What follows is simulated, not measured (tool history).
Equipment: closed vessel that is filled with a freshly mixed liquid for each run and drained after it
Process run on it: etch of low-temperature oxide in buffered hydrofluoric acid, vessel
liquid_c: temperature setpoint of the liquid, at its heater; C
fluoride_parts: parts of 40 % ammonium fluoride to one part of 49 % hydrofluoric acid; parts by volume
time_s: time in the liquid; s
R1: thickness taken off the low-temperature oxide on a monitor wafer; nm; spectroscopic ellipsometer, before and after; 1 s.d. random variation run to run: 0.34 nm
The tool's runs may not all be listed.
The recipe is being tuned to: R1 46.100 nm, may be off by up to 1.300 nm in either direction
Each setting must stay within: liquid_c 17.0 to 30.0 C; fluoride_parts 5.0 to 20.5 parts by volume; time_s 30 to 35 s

Run 1, hour 0.0: liquid_c 22.0 C, fluoride_parts 12.5 parts by volume, time_s 35 s. Result: R1 82.282 nm.
Run 2, hour 9.1: liquid_c 21.0 C, fluoride_parts 13.5 parts by volume, time_s 35 s. Result: R1 72.278 nm.
Run 3, hour 11.2: liquid_c 21.0 C, fluoride_parts 13.5 parts by volume, time_s 35 s. Result: R1 72.594 nm.
Run 4, hour 18.4: liquid_c 20.0 C, fluoride_parts 14.0 parts by volume, time_s 35 s. Result: R1 66.581 nm.
Run 5, hour 21.8: liquid_c 19.5 C, fluoride_parts 14.5 parts by volume, time_s 35 s. Result: R1 61.468 nm.
Run 6, hour 30.5: liquid_c 19.5 C, fluoride_parts 11.5 parts by volume, time_s 35 s. Result: R1 77.660 nm.
Run 7, hour 38.9: liquid_c 19.0 C, fluoride_parts 12.5 parts by volume, time_s 35 s. Result: R1 69.629 nm.
Run 8, hour 47.6: liquid_c 19.0 C, fluoride_parts 12.5 parts by volume, time_s 35 s. Result: R1 69.641 nm.
Run 9, hour 55.2: liquid_c 18.5 C, fluoride_parts 13.5 parts by volume, time_s 35 s. Result: R1 63.370 nm.
Run 10, hour 64.0: liquid_c 18.0 C, fluoride_parts 14.0 parts by volume, time_s 35 s. Result: R1 59.129 nm.
Run 11, hour 72.1: liquid_c 18.0 C, fluoride_parts 14.5 parts by volume, time_s 35 s. Result: R1 57.321 nm.
Run 12, hour 78.3: liquid_c 18.0 C, fluoride_parts 15.0 parts by volume, time_s 35 s. Result: R1 55.361 nm.
Run 13, hour 85.3: liquid_c 18.0 C, fluoride_parts 15.5 parts by volume, time_s 35 s. Result: R1 54.220 nm.
Run 14, hour 88.5: liquid_c 18.0 C, fluoride_parts 16.0 parts by volume, time_s 35 s. Result: R1 51.490 nm.

5 candidate next runs follow, results not yet known. Just one meets every target within its allowed miss. Identify it.
Run A, hour 91.7: liquid_c 20.5 C, fluoride_parts 19.0 parts by volume, time_s 35 s. Result: R1 ?.
Run B, hour 91.7: liquid_c 18.0 C, fluoride_parts 15.5 parts by volume, time_s 30 s. Result: R1 ?.
Run C, hour 91.7: liquid_c 17.0 C, fluoride_parts 18.0 parts by volume, time_s 35 s. Result: R1 ?.
Run D, hour 91.7: liquid_c 20.5 C, fluoride_parts 19.0 parts by volume, time_s 30 s. Result: R1 ?.
Run E, hour 91.7: liquid_c 21.0 C, fluoride_parts 14.5 parts by volume, time_s 30 s. Result: R1 ?.

move      R1
   A  50.164
   B  45.651
   C  43.407
   D  42.998
   E  57.708
A: closer than the last run, but not yet in spec
B: each result inside its tolerance
C: the result that was furthest off in the last run now lies on the other side of its target
D: the result that was furthest off in the last run now lies on the other side of its target
E: further off than the last run
So the answer is move B, the one that meets all the targets.
